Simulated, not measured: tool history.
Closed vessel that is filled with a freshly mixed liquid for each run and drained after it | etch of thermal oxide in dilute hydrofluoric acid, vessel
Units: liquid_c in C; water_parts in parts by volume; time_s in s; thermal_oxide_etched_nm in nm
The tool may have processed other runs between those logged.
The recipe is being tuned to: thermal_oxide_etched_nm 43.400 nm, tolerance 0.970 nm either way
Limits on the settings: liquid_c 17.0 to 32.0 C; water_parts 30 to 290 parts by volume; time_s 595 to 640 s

run,hour,liquid_c,water_parts,time_s,thermal_oxide_etched_nm
1,0.0,24.0,160,595,18.034
2,6.1,26.5,160,595,19.883
3,12.1,26.5,200,595,15.231
4,19.9,26.5,200,640,16.367
5,25.3,27.0,190,640,17.816
6,30.5,27.0,155,640,22.557
7,38.9,27.0,155,640,22.575
8,45.5,27.5,145,640,25.025
9,46.6,28.0,140,640,26.495
10,54.2,28.5,135,640,28.202
11,62.1,28.5,135,640,28.227
12,69.9,29.0,130,640,30.064
13,78.3,29.5,125,640,32.085
14,84.4,29.5,120,640,33.493
15,87.5,32.0,95,640,48.204
16,92.7,31.0,95,640,46.414
17,94.7,30.5,95,640,45.551

Pick the move, out of 4, that brings all results within their allowed miss; only one does.
A,96.7,32.0,95,640,?
B,96.7,29.0,95,640,?
C,96.7,31.0,100,605,?
D,96.7,29.5,85,640,?

move,thermal_oxide_etched_nm
A,48.339
B,43.198
C,41.525
D,49.908
A: the biggest miss grows against the last run
B: hits every target within its allowed miss
C: moves the result that the last run missed by most past its target, out the other side
D: the biggest miss grows against the last run
Move B is the one to make.
